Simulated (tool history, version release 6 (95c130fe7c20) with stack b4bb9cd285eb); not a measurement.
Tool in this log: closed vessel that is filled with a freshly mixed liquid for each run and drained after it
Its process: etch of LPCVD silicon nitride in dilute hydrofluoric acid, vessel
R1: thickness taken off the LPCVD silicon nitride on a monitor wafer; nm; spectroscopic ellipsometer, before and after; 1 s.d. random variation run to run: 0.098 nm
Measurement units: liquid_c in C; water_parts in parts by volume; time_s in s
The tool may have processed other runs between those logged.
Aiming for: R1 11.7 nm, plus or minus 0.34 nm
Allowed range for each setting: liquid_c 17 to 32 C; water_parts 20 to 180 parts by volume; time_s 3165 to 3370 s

{"run": 1, "day": 0.0, "liquid_c": 24, "water_parts": 100, "time_s": 3165, "R1": 14.798}
{"run": 2, "day": 0.279, "liquid_c": 24, "water_parts": 100, "time_s": 3165, "R1": 15.053}
{"run": 3, "day": 0.346, "liquid_c": 22.5, "water_parts": 100, "time_s": 3165, "R1": 13.485}
{"run": 4, "day": 0.4, "liquid_c": 24.5, "water_parts": 100, "time_s": 3165, "R1": 15.74}
{"run": 5, "day": 0.521, "liquid_c": 28, "water_parts": 100, "time_s": 3165, "R1": 19.388}
{"run": 6, "day": 0.575, "liquid_c": 28, "water_parts": 85, "time_s": 3165, "R1": 22.925}
{"run": 7, "day": 0.617, "liquid_c": 24.5, "water_parts": 85, "time_s": 3165, "R1": 17.84}
{"run": 8, "day": 0.842, "liquid_c": 22.5, "water_parts": 85, "time_s": 3165, "R1": 15.963}
{"run": 9, "day": 0.962, "liquid_c": 18.5, "water_parts": 85, "time_s": 3165, "R1": 12.234}

5 candidate next runs follow, results not yet known. Just one meets every target within its allowed miss. Identify it.
{"run": "A", "day": 1.083, "liquid_c": 19.5, "water_parts": 95, "time_s": 3355, "R1": "?"}
{"run": "B", "day": 1.083, "liquid_c": 18.5, "water_parts": 90, "time_s": 3200, "R1": "?"}
{"run": "C", "day": 1.083, "liquid_c": 19, "water_parts": 80, "time_s": 3165, "R1": "?"}
{"run": "D", "day": 1.083, "liquid_c": 17, "water_parts": 75, "time_s": 3230, "R1": "?"}
{"run": "E", "day": 1.083, "liquid_c": 17, "water_parts": 70, "time_s": 3165, "R1": "?"}

move=A R1=12.379
move=B R1=11.617
move=C R1=13.339
move=D R1=12.606
move=E R1=13.207
A: the biggest miss grows against the last run
B: hits every target within its allowed miss
C: the biggest miss grows against the last run
D: the biggest miss grows against the last run
E: the biggest miss grows against the last run
The move that meets every target is B.
